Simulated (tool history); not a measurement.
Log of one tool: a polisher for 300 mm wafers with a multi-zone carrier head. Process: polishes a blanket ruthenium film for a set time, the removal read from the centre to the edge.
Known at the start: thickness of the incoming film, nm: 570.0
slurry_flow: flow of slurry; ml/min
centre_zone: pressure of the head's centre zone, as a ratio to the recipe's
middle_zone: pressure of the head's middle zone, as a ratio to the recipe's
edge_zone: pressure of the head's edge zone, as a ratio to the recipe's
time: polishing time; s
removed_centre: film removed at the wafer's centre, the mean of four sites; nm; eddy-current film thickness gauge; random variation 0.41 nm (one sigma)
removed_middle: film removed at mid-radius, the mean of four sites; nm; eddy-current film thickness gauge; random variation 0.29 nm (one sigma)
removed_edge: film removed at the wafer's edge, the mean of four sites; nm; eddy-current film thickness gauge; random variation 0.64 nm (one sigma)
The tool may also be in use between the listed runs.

{"run": 1, "day": 0.0, "slurry_flow": 190, "centre_zone": 1, "middle_zone": 1, "edge_zone": 1, "time": 38, "removed_centre": 42.973, "removed_middle": 43.982, "removed_edge": 43.163}
{"run": 2, "day": 0.367, "slurry_flow": 210, "centre_zone": 1, "middle_zone": 1, "edge_zone": 1, "time": 38, "removed_centre": 43.453, "removed_middle": 44.019, "removed_edge": 44.169}
{"run": 3, "day": 0.65, "slurry_flow": 230, "centre_zone": 1, "middle_zone": 1, "edge_zone": 1, "time": 38, "removed_centre": 44.076, "removed_middle": 44.69, "removed_edge": 43.125}
{"run": 4, "day": 0.804, "slurry_flow": 230, "centre_zone": 1, "middle_zone": 1, "edge_zone": 0.96, "time": 38, "removed_centre": 44.594, "removed_middle": 44.47, "removed_edge": 43.89}
{"run": 5, "day": 0.829, "slurry_flow": 230, "centre_zone": 1, "middle_zone": 1.08, "edge_zone": 0.96, "time": 38, "removed_centre": 44.244, "removed_middle": 47.618, "removed_edge": 43.194}
{"run": 6, "day": 1.062, "slurry_flow": 235, "centre_zone": 1.02, "middle_zone": 1.05, "edge_zone": 0.97, "time": 38, "removed_centre": 44.836, "removed_middle": 46.708, "removed_edge": 43.233}
{"run": 7, "day": 1.346, "slurry_flow": 235, "centre_zone": 1.04, "middle_zone": 1.02, "edge_zone": 0.97, "time": 39, "removed_centre": 47.415, "removed_middle": 46.506, "removed_edge": 45.341}
{"run": 8, "day": 1.583, "slurry_flow": 240, "centre_zone": 1.06, "middle_zone": 1.01, "edge_zone": 0.97, "time": 39, "removed_centre": 47.947, "removed_middle": 46.423, "removed_edge": 45.654}
{"run": 9, "day": 1.642, "slurry_flow": 245, "centre_zone": 1.08, "middle_zone": 1, "edge_zone": 0.96, "time": 39, "removed_centre": 48.851, "removed_middle": 46.905, "removed_edge": 44.52}
{"run": 10, "day": 1.796, "slurry_flow": 245, "centre_zone": 1.09, "middle_zone": 0.97, "edge_zone": 0.97, "time": 39, "removed_centre": 49.235, "removed_middle": 45.116, "removed_edge": 46.447}
{"run": 11, "day": 1.842, "slurry_flow": 245, "centre_zone": 1.09, "middle_zone": 0.97, "edge_zone": 0.97, "time": 39, "removed_centre": 50.003, "removed_middle": 44.871, "removed_edge": 45.428}
{"run": 12, "day": 2.05, "slurry_flow": 245, "centre_zone": 1.09, "middle_zone": 0.96, "edge_zone": 0.98, "time": 39, "removed_centre": 49.605, "removed_middle": 44.784, "removed_edge": 44.932}
{"run": 13, "day": 2.188, "slurry_flow": 240, "centre_zone": 1.09, "middle_zone": 0.95, "edge_zone": 0.98, "time": 39, "removed_centre": 49.27, "removed_middle": 44.305, "removed_edge": 43.817}
{"run": 14, "day": 2.392, "slurry_flow": 240, "centre_zone": 1.09, "middle_zone": 0.95, "edge_zone": 0.98, "time": 39, "removed_centre": 49.313, "removed_middle": 43.965, "removed_edge": 45.633}

The next listed run, before its measurement:
{"run": 15, "day": 2.45, "slurry_flow": 245, "centre_zone": 1.1, "middle_zone": 0.95, "edge_zone": 0.98, "time": 39, "removed_centre": "?", "removed_middle": "?", "removed_edge": "?"}

removed_centre: 50.136 nm
removed_middle: 44.495 nm
removed_edge: 44.507 nm
